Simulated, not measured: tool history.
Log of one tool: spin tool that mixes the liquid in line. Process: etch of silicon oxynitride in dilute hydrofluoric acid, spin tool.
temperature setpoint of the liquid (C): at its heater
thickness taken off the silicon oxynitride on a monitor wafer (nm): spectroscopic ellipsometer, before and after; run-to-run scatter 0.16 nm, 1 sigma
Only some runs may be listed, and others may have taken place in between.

| run | hour | temperature setpoint of the liquid (C) | parts of water to one part of 49 % hydrofluoric acid (parts by volume) | time under the liquid (s) | thickness taken off the silicon oxynitride on a monitor wafer (nm) |
|---|---|---|---|---|---|
| 1 | 0 | 25 | 205 | 300 | 2.7821 |
| 2 | 1.9 | 25 | 265 | 300 | 2.1296 |
| 3 | 10.3 | 26 | 220 | 305 | 2.7115 |
| 4 | 13.7 | 29.5 | 220 | 305 | 3.2105 |
| 5 | 14.8 | 30 | 190 | 310 | 4.1199 |
| 6 | 18.6 | 30 | 190 | 300 | 3.9265 |
| 7 | 24.8 | 30.5 | 170 | 300 | 4.4385 |
| 8 | 33.7 | 32.5 | 90 | 310 | 10.548 |
| 9 | 42.4 | 31.5 | 95 | 310 | 9.437 |
| 10 | 49.5 | 31 | 95 | 310 | 9.0448 |
| 11 | 52.1 | 30.5 | 95 | 310 | 9.1164 |
| 12 | 53.6 | 28 | 115 | 310 | 6.2367 |

Run 13 has not been measured yet. What should we expect?
| 13 | 61.5 | 28.5 | 115 | 310 | ? |

thickness taken off the silicon oxynitride on a monitor wafer (nm): 6.5902
